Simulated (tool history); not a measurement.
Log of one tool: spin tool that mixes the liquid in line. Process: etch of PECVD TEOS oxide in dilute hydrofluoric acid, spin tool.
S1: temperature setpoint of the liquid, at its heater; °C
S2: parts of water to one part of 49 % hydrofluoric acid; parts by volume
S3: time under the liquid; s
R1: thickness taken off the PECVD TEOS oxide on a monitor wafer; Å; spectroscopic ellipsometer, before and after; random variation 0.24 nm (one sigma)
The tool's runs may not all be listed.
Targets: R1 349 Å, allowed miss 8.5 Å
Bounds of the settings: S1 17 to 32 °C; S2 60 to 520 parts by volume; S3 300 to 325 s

run	hour	S1	S2	S3	R1
1	0	24	290	300	152.54
2	6.9	21.5	290	300	140.87
3	11.7	24.5	290	300	155.43
4	16.4	25.5	270	300	177.4
5	24.1	26.5	255	300	197.97
6	24.7	28	255	300	207.14
7	31.8	28.5	240	300	226.51
8	40.5	28.5	240	300	227.39
9	44.4	29	230	300	247.37
10	45.4	29.5	225	300	254.85
11	46.7	30	220	300	264.82
12	49.2	30.5	215	300	280.6
13	53.2	30.5	210	300	290.54
14	59.4	30.5	205	300	293.19
15	63.5	30.5	200	300	301.71
16	65.7	30.5	195	300	317.11
17	68.9	31.5	190	300	337.32

5 next moves are on the table. One of them brings every result within its allowed miss. Which?
A	72.1	32	210	325	?
B	72.1	30	185	315	?
C	72.1	31.5	200	310	?
D	72.1	28.5	190	325	?
E	72.1	29	185	300	?

move	R1
A	332.12
B	352.12
C	331.23
D	333.5
E	323.76
A: further off than the last run
B: meets every target
C: further off than the last run
D: further off than the last run
E: further off than the last run
The right move is B.

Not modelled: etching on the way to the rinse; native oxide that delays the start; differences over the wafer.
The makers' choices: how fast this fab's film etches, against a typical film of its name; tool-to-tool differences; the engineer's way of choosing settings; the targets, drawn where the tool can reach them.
